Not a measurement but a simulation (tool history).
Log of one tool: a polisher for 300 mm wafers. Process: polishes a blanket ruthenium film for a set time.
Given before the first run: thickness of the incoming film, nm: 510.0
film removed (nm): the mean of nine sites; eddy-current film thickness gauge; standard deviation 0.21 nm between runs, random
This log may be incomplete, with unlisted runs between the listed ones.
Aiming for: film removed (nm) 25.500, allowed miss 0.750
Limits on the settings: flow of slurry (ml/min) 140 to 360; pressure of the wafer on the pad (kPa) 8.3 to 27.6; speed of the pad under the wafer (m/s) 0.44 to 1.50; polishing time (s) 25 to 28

run    day  flow of slurry (ml/min)  pressure of the wafer on the pad (kPa)  speed of the pad under the wafer (m/s)  polishing time (s)  film removed (nm)
  1  0.000                      230                                    17.9                                    0.96                  28             42.028
  2  0.062                      230                                    17.9                                    1.12                  28             48.420
  3  0.246                      275                                    17.9                                    1.12                  28             49.566
  4  0.392                      275                                    16.5                                    1.12                  28             45.838
  5  0.712                      325                                    16.5                                    1.12                  28             46.377
  6  0.838                      325                                    17.9                                    1.12                  28             50.592
  7  1.062                      325                                    15.2                                    1.08                  28             41.302
  8  1.192                      325                                    13.1                                    1.06                  28             34.951
  9  1.525                      325                                    11.7                                    1.06                  28             31.662
 10  1.871                      305                                     8.3                                    1.06                  28             22.603
 11  2.229                      315                                     8.3                                    1.06                  28             22.649
 12  2.296                      315                                     8.3                                    1.06                  28             22.895
 13  2.400                      325                                     8.3                                    1.06                  28             22.755
 14  2.746                      330                                     9.0                                    1.06                  28             24.279
 15  2.808                      345                                     9.7                                    1.06                  28             26.301
 16  3.067                      340                                     9.7                                    1.06                  28             26.468
 17  3.329                      335                                     9.7                                    1.06                  28             26.459
 18  3.667                      330                                     9.7                                    1.06                  28             26.273
 19  3.704                      330                                     9.7                                    1.06                  28             26.353

Exactly one of the 5 candidate moves below puts every result within its allowed miss. Which one?
  A  3.742                      340                                    13.1                                    0.86                  25                  ?
  B  3.742                      360                                     8.3                                    1.28                  28                  ?
  C  3.742                      355                                    11.0                                    1.08                  25                  ?
  D  3.742                      265                                    13.8                                    0.80                  28                  ?
  E  3.742                      345                                    10.3                                    1.04                  28                  ?

move  film removed (nm)
   A             25.745
   B             27.569
   C             27.342
   D             27.590
   E             27.699
A: hits every target within its allowed miss
B: moves away from the targets compared with the last run
C: moves away from the targets compared with the last run
D: moves away from the targets compared with the last run
E: moves away from the targets compared with the last run
The right move is A.
